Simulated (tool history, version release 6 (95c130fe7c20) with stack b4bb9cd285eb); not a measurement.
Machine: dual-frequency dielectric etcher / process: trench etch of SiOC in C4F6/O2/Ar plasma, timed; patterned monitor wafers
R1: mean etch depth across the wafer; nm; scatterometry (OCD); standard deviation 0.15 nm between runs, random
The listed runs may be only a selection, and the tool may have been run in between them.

{"run": 1, "day": 0.0, "source power (W)": 460, "bias power (W)": 211, "etch time (s)": 12.5, "R1": 31.424}
{"run": 2, "day": 0.162, "source power (W)": 440, "bias power (W)": 206, "etch time (s)": 12.5, "R1": 30.423}
{"run": 3, "day": 0.533, "source power (W)": 420, "bias power (W)": 203, "etch time (s)": 12.5, "R1": 29.762}
{"run": 4, "day": 0.825, "source power (W)": 340, "bias power (W)": 203, "etch time (s)": 12.5, "R1": 25.911}
{"run": 5, "day": 0.912, "source power (W)": 410, "bias power (W)": 203, "etch time (s)": 12.5, "R1": 28.936}
{"run": 6, "day": 1.154, "source power (W)": 440, "bias power (W)": 203, "etch time (s)": 12.5, "R1": 30.116}
{"day": 1.438, "done": "wet clean of the chamber"}
{"run": 7, "day": 1.438, "source power (W)": 430, "bias power (W)": 202, "etch time (s)": 12.5, "R1": 28.711}
{"run": 8, "day": 1.567, "source power (W)": 420, "bias power (W)": 202, "etch time (s)": 12.5, "R1": 28.631}

What will run 9 give?
{"run": 9, "day": 1.85, "source power (W)": 410, "bias power (W)": 202, "etch time (s)": 12.5, "R1": "?"}

Run 9 measured R1 27.797 nm.
